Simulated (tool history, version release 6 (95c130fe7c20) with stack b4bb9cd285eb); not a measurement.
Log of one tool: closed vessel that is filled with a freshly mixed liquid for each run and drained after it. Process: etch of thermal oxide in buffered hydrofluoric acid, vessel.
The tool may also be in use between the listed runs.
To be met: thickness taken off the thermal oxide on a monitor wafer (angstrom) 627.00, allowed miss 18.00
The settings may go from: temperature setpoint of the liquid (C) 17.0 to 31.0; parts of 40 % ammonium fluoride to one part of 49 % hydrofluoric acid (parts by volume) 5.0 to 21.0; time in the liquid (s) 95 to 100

run,hour,temperature setpoint of the liquid (C),parts of 40 % ammonium fluoride to one part of 49 % hydrofluoric acid (parts by volume),time in the liquid (s),thickness taken off the thermal oxide on a monitor wafer (angstrom)
1,0.0,23.0,13.0,95,857.76
2,0.6,23.0,16.0,95,703.80
3,8.8,23.0,16.0,95,701.18
4,16.7,22.5,16.0,95,678.71
5,24.8,22.0,16.0,95,658.49
6,31.5,25.0,16.0,95,785.01
7,34.0,24.0,16.0,95,750.03
8,41.6,23.5,16.0,95,713.94
9,45.5,23.0,16.0,95,705.95
10,46.5,22.5,16.0,95,682.10

Which of these 5 next moves meets every target?
A,47.5,22.5,15.0,95,?
B,47.5,23.5,18.5,95,?
C,47.5,23.5,16.5,100,?
D,47.5,20.5,13.5,100,?
E,47.5,22.0,15.5,100,?

move,thickness taken off the thermal oxide on a monitor wafer (angstrom)
A,732.27
B,629.32
C,741.50
D,765.03
E,726.02
A: further off than the last run
B: meets every target
C: further off than the last run
D: further off than the last run
E: further off than the last run
The right move is B.
